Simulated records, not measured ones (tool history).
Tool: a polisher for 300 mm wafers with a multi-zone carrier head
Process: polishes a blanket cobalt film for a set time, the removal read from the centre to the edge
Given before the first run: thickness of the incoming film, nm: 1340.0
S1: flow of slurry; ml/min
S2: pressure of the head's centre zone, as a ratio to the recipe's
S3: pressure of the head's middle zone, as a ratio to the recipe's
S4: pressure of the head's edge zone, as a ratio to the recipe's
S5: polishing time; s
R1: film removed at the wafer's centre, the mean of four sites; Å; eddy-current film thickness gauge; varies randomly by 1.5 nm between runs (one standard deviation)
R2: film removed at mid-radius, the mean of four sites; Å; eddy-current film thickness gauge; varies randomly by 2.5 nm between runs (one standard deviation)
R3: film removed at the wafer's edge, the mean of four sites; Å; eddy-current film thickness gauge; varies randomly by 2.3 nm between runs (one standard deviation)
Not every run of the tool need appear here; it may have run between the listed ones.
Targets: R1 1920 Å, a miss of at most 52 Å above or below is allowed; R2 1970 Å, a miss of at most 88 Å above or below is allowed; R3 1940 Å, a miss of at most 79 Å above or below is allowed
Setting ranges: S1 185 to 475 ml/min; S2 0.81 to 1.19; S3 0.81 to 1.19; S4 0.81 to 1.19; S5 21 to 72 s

{"run": 1, "day": 0.0, "S1": 305, "S2": 1, "S3": 1, "S4": 1, "S5": 46, "R1": 2814.1, "R2": 2673.4, "R3": 2738.4}
{"run": 2, "day": 0.371, "S1": 305, "S2": 1, "S3": 1, "S4": 1, "S5": 37, "R1": 2244.6, "R2": 2226.6, "R3": 2145.5}
{"run": 3, "day": 0.404, "S1": 305, "S2": 1, "S3": 1, "S4": 1, "S5": 42, "R1": 2523.9, "R2": 2446.5, "R3": 2533.6}
{"run": 4, "day": 0.754, "S1": 305, "S2": 0.98, "S3": 0.99, "S4": 0.97, "S5": 40, "R1": 2403.6, "R2": 2354, "R3": 2343.9}
{"run": 5, "day": 0.829, "S1": 305, "S2": 0.98, "S3": 0.99, "S4": 1.01, "S5": 40, "R1": 2352.9, "R2": 2334.5, "R3": 2397.1}
{"run": 6, "day": 1.021, "S1": 305, "S2": 0.98, "S3": 0.99, "S4": 1.01, "S5": 30, "R1": 1769, "R2": 1763.3, "R3": 1769}
{"run": 7, "day": 1.192, "S1": 310, "S2": 0.98, "S3": 1, "S4": 1.02, "S5": 31, "R1": 1810.7, "R2": 1822.6, "R3": 1843}
{"run": 8, "day": 1.529, "S1": 355, "S2": 1.02, "S3": 1.07, "S4": 1.06, "S5": 32, "R1": 2011.2, "R2": 2074.2, "R3": 1942.4}
{"run": 9, "day": 1.721, "S1": 345, "S2": 1.01, "S3": 1.06, "S4": 1.06, "S5": 32, "R1": 1982.9, "R2": 2016.4, "R3": 1952.2}

Of the 5 settings listed for the next run, only one would bring every result within its allowed miss of target. Which one?
{"run": "A", "day": 1.912, "S1": 355, "S2": 1.06, "S3": 1.05, "S4": 1.03, "S5": 32, "R1": "?", "R2": "?", "R3": "?"}
{"run": "B", "day": 1.912, "S1": 365, "S2": 0.94, "S3": 1.12, "S4": 0.98, "S5": 33, "R1": "?", "R2": "?", "R3": "?"}
{"run": "C", "day": 1.912, "S1": 305, "S2": 1.06, "S3": 1.15, "S4": 1.19, "S5": 30, "R1": "?", "R2": "?", "R3": "?"}
{"run": "D", "day": 1.912, "S1": 390, "S2": 0.99, "S3": 0.94, "S4": 0.99, "S5": 33, "R1": "?", "R2": "?", "R3": "?"}
{"run": "E", "day": 1.912, "S1": 425, "S2": 1.02, "S3": 1.18, "S4": 1.02, "S5": 31, "R1": "?", "R2": "?", "R3": "?"}

move=A R1=2079.3 R2=2004.4 R3=1969.6
move=B R1=1905.6 R2=2176.8 R3=1989.6
move=C R1=1919.4 R2=1983.6 R3=1948.9
move=D R1=2017.6 R2=1920.7 R3=2010.9
move=E R1=1970 R2=2152.5 R3=1917.9
A: misses by more than the last run did
B: brings the last run's worst result on target, with another outside its allowed miss
C: every result within its allowed miss
D: misses by more than the last run did
E: brings the last run's worst result on target, with another outside its allowed miss
So the answer is move C, the one that meets all the targets.
